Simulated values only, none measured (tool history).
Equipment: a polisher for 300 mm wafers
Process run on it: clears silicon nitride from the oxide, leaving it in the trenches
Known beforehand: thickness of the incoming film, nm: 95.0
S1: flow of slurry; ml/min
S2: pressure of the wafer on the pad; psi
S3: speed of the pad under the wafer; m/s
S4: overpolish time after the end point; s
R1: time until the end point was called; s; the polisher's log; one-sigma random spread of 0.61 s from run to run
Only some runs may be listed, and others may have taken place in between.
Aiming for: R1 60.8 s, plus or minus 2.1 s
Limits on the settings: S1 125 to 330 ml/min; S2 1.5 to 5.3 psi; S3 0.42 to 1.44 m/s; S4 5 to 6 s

run    day   S1   S2    S3  S4      R1
  1      0  210  3.4  0.92   6  97.437
  2  0.117  210  3.4  1.08   6  87.324
  3  0.183  210  3.6  1.08   6   82.53
  4  0.371  210  3.8  1.08   6  79.008
  5   0.65  210  3.8  1.08   5  78.985
  6    0.9  210    4  1.08   5  76.787
  7  1.096  210  4.2  1.08   5  74.828
  8  1.192  210  4.4  1.08   5  71.391
  9  1.329  210  4.5  1.08   5  70.143
 10  1.529  210  4.6  1.08   5  69.107
 11  1.817  210  4.7  1.08   5  68.984
 12  1.938  210  4.8  1.08   5  66.549
 13  2.229  210  4.9  1.08   5  65.874
 14  2.562  210    5  1.08   5  63.288

Pick the move, out of 5, that brings all results within their allowed miss; only one does.
  A  2.896  235  5.3  0.96   6   ?
  B  2.896  245  5.3  1.06   6   ?
  C  2.896  205  4.2  1.28   5   ?
  D  2.896  230  5.1     1   5   ?
  E  2.896  235  4.7  1.14   5   ?

move      R1
   A   66.01
   B  61.594
   C  66.141
   D  66.434
   E  64.754
A: moves away from the targets compared with the last run
B: every result lands within tolerance
C: moves away from the targets compared with the last run
D: moves away from the targets compared with the last run
E: moves away from the targets compared with the last run
B is the move that brings every result within its allowed miss.
